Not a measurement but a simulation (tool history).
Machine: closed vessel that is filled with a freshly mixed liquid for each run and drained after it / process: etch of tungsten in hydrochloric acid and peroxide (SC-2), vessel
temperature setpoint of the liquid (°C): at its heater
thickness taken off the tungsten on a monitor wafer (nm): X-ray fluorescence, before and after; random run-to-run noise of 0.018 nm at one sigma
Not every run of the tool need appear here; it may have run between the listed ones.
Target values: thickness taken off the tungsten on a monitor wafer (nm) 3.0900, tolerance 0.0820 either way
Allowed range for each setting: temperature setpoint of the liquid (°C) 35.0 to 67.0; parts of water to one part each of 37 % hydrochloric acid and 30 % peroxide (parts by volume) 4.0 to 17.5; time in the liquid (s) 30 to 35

| run | hour | temperature setpoint of the liquid (°C) | parts of water to one part each of 37 % hydrochloric acid and 30 % peroxide (parts by volume) | time in the liquid (s) | thickness taken off the tungsten on a monitor wafer (nm) |
|---|---|---|---|---|---|
| 1 | 0.0 | 51.0 | 9.5 | 35 | 5.6441 |
| 2 | 5.8 | 48.0 | 9.5 | 35 | 4.6056 |
| 3 | 14.4 | 48.0 | 9.5 | 35 | 4.5836 |
| 4 | 21.5 | 46.0 | 9.5 | 35 | 4.0650 |
| 5 | 25.3 | 44.5 | 9.5 | 35 | 3.6220 |
| 6 | 30.6 | 41.0 | 9.5 | 35 | 2.8724 |
| 7 | 35.2 | 41.0 | 9.5 | 35 | 2.8301 |
| 8 | 36.8 | 41.5 | 9.5 | 35 | 2.9388 |

Which of these 5 next moves meets every target?
| A | 38.4 | 39.5 | 8.5 | 35 | ? |
| B | 38.4 | 37.5 | 7.0 | 35 | ? |
| C | 38.4 | 41.0 | 8.5 | 35 | ? |
| D | 38.4 | 40.5 | 9.0 | 35 | ? |
| E | 38.4 | 40.0 | 7.5 | 30 | ? |

| move | thickness taken off the tungsten on a monitor wafer (nm) |
|---|---|
| A | 2.8360 |
| B | 2.8683 |
| C | 3.1542 |
| D | 2.9059 |
| E | 2.7850 |
A: its largest miss is bigger than the last run's
B: its largest miss is bigger than the last run's
C: all results land within tolerance of their targets
D: its largest miss is bigger than the last run's
E: its largest miss is bigger than the last run's
C meets every target.
